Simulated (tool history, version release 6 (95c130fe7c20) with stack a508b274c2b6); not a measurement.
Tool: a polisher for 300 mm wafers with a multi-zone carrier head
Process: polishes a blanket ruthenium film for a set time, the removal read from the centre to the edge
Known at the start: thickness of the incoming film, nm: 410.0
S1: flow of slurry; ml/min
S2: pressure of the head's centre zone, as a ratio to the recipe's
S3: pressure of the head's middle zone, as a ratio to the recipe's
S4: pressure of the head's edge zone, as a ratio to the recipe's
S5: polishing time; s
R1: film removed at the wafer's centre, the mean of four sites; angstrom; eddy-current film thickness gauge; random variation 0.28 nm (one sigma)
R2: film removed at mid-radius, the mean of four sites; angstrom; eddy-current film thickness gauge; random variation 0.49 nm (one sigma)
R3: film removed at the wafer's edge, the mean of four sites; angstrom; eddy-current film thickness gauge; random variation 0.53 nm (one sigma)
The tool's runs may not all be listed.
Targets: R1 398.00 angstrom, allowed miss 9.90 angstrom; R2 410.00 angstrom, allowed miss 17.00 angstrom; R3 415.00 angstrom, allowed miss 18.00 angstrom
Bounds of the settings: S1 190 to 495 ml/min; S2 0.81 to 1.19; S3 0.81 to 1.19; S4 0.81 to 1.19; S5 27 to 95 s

run	day	S1	S2	S3	S4	S5	R1	R2	R3
1	0.000	320	1.00	1.00	1.00	61	305.33	296.28	293.86
2	0.029	380	1.00	1.00	1.00	61	310.02	302.89	300.81
3	0.350	400	1.01	1.03	1.05	65	333.91	333.52	327.61
4	0.521	455	1.01	1.03	1.05	65	337.01	337.02	326.56
5	0.796	445	1.00	1.03	1.08	69	349.61	359.60	367.14
# day 0.871: worn pad replaced by a new one
6	0.871	445	1.00	1.03	1.08	55	315.35	317.48	312.88
7	0.958	445	1.01	1.05	1.11	61	356.42	355.46	353.77
8	1.075	445	1.01	1.06	1.14	62	361.62	373.98	376.62
9	1.108	445	1.07	1.09	1.19	65	400.08	393.66	394.29

4 next moves are on the table. One of them brings every result within its allowed miss. Which?
A	1.142	425	1.14	1.17	1.07	61	?	?	?
B	1.142	495	1.01	1.07	1.19	68	?	?	?
C	1.142	475	1.08	1.16	1.18	62	?	?	?
D	1.142	475	1.06	1.00	1.19	66	?	?	?

move	R1	R2	R3
A	397.61	384.22	347.09
B	396.30	409.14	409.36
C	385.70	391.24	370.75
D	402.60	380.09	396.82
A: further off than the last run
B: meets every target
C: further off than the last run
D: further off than the last run
The right move is B.
